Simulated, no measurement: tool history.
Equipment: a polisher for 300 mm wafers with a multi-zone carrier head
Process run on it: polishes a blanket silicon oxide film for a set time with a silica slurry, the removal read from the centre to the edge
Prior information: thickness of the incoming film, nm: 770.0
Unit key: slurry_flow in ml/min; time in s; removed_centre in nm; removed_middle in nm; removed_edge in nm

run,hour,slurry_flow,centre_zone,middle_zone,edge_zone,slurry_solids,time,removed_centre,removed_middle,removed_edge
1,0.0,285,1.00,1.00,1.00,1.00,32,109.690,111.340,110.380
2,1.0,285,0.99,1.01,0.98,0.90,29,95.216,97.981,93.233
3,8.8,285,0.99,1.04,0.98,0.90,29,94.067,98.860,94.447
4,14.2,280,0.96,1.03,0.96,0.85,27,82.916,87.994,84.975
5,15.7,280,0.96,0.97,0.96,0.85,27,83.959,85.118,83.952
6,24.3,280,1.04,0.97,0.96,0.85,27,90.255,85.276,84.428
7,27.7,280,1.04,0.97,0.96,0.85,27,88.930,85.102,85.248
8,28.3,280,1.01,0.99,0.94,0.80,25,79.056,79.112,77.062
9,32.1,285,1.00,1.00,0.92,0.75,23,70.265,69.401,67.970
10,36.2,280,0.90,1.10,0.82,0.50,19,42.531,51.648,43.244
11,45.0,280,0.90,1.10,0.82,0.50,19,43.155,51.356,44.405
12,49.5,285,0.90,1.10,0.83,0.50,19,43.586,51.736,43.614

Run 13 is up next; what results do you expect?
13,56.2,280,0.90,1.10,0.84,0.50,19,?,?,?

{"run 13": {"removed_centre": 42.605, "removed_middle": 51.71, "removed_edge": 45.242}}
